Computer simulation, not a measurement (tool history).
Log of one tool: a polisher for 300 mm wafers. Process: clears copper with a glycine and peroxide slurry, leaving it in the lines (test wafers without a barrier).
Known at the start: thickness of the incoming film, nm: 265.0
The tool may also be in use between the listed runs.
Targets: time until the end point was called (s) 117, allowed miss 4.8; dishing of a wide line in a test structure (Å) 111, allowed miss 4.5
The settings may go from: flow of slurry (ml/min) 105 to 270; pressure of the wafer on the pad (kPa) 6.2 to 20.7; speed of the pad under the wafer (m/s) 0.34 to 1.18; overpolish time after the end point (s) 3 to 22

run	hour	flow of slurry (ml/min)	pressure of the wafer on the pad (kPa)	speed of the pad under the wafer (m/s)	overpolish time after the end point (s)	time until the end point was called (s)	dishing of a wide line in a test structure (Å)
1	0	175	13.1	0.76	11	103.18	221.54
2	6.6	175	15.9	0.76	11	93.18	240.83
3	10	175	15.9	0.66	11	101.54	225.74
4	11.6	180	15.2	0.66	10	102.34	193.76
5	18	180	17.9	0.66	10	94.575	214.13
6	20.7	180	17.9	0.8	10	85.679	240.93
7	25.7	180	17.2	0.78	9	88.255	212.55
8	29.6	180	16.5	0.76	9	90.122	207.03
9	34.9	180	15.9	0.74	9	96.61	194.64
10	43.8	190	13.8	0.7	7	101.33	146.02
11	48.2	190	13.1	0.7	7	104.95	138.24
12	54.3	185	10.3	0.7	5	116.38	93.246

4 next moves are on the table. One of them brings every result within its allowed miss. Which?
A	60.4	180	12.4	0.6	4	?	?
B	60.4	180	12.4	0.6	7	?	?
C	60.4	155	12.4	0.66	5	?	?
D	60.4	140	10.3	0.72	6	?	?

move	time until the end point was called (s)	dishing of a wide line in a test structure (Å)
A	114.8	73.582
B	114.8	124.78
C	110.97	93.897
D	114.78	107.75
A: further off than the last run
B: takes the result that was furthest off past its target
C: as far off as the last run
D: meets every target
The right move is D.
